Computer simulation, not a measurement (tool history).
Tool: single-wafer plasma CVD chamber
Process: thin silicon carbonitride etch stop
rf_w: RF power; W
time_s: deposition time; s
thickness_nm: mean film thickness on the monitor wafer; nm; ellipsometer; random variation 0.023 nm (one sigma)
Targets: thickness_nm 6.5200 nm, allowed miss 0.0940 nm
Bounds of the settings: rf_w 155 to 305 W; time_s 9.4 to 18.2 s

| run | hour | rf_w | time_s | thickness_nm |
|---|---|---|---|---|
| 1 | 0.0 | 230 | 13.8 | 8.7607 |
| 2 | 6.2 | 225 | 13.5 | 8.4833 |
| 3 | 10.5 | 205 | 13.5 | 8.3219 |
| 4 | 13.9 | 200 | 13.2 | 8.1254 |
| 5 | 20.9 | 195 | 12.9 | 7.8520 |
| 6 | 25.3 | 195 | 13.6 | 8.2690 |
| 7 | 26.1 | 190 | 13.3 | 8.0318 |
| 8 | 30.9 | 185 | 13.1 | 7.9664 |
| 9 | 38.1 | 185 | 12.8 | 7.6881 |
| 10 | 43.8 | 185 | 12.6 | 7.5674 |
| 11 | 51.1 | 185 | 12.4 | 7.4778 |

Which of these 4 next moves meets every target?
| A | 58.4 | 200 | 14.3 | ? |
| B | 58.4 | 210 | 10.5 | ? |
| C | 58.4 | 230 | 11.0 | ? |
| D | 58.4 | 160 | 14.3 | ? |

| move | thickness_nm |
|---|---|
| A | 8.7590 |
| B | 6.5002 |
| C | 6.9487 |
| D | 8.3587 |
A: further off than the last run
B: meets every target
C: nearer than the last run, and not there yet
D: further off than the last run
The right move is B.

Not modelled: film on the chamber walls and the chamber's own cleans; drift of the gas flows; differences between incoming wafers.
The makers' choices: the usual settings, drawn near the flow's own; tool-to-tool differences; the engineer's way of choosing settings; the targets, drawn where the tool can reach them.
